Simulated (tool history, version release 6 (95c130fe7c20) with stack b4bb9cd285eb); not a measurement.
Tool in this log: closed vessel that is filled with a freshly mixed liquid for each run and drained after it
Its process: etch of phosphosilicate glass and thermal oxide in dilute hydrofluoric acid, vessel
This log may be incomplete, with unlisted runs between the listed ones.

run  hour  temperature setpoint of the liquid (K)  parts of water to one part of 49 % hydrofluoric acid (parts by volume)  time in the liquid (s)  thickness taken off the phosphosilicate glass on a monitor wafer (Å)  thickness taken off the thermal oxide on a monitor wafer (Å)
  1     0                                  297.15                                                                      70                      60                                                                  1610                                                        43.132
  2   4.1                                  296.15                                                                      75                      60                                                                1434.6                                                        38.384
  3  12.7                                  296.15                                                                      55                      60                                                                2008.3                                                        53.422
  4  19.8                                  295.65                                                                      60                      60                                                                1804.6                                                        47.348
  5  26.3                                  295.15                                                                      65                      60                                                                1618.4                                                        42.793
  6  27.6                                  295.15                                                                      65                      40                                                                  1079                                                        28.663
  7  28.5                                  294.65                                                                      65                      40                                                                1049.6                                                        28.304

Run 8 has not been measured yet. What should we expect?
  8  30.4                                  294.15                                                                      65                      40                                                                     ?                                                             ?

Run 8 measured thickness taken off the phosphosilicate glass on a monitor wafer (Å) 1030.6, thickness taken off the thermal oxide on a monitor wafer (Å) 27.117.
